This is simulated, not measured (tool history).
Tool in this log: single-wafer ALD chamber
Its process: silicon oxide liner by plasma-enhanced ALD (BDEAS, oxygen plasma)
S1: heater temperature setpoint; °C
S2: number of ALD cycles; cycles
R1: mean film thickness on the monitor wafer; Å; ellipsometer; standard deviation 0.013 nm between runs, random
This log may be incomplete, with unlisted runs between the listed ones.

Run 1, hour 0.0: S1 325 °C, S2 27 cycles. Result: R1 26.036 Å.
Run 2, hour 4.5: S1 324 °C, S2 27 cycles. Result: R1 26.203 Å.
Run 3, hour 10.7: S1 324 °C, S2 30 cycles. Result: R1 28.902 Å.
Run 4, hour 12.3: S1 325 °C, S2 30 cycles. Result: R1 28.883 Å.
Run 5, hour 18.8: S1 325 °C, S2 27 cycles. Result: R1 25.717 Å.
Run 6, hour 26.8: S1 325 °C, S2 31 cycles. Result: R1 30.110 Å.

Run 7 is up next; what results do you expect?
Run 7, hour 34.4: S1 326 °C, S2 31 cycles. Result: R1 ?.

R1: 29.824 Å
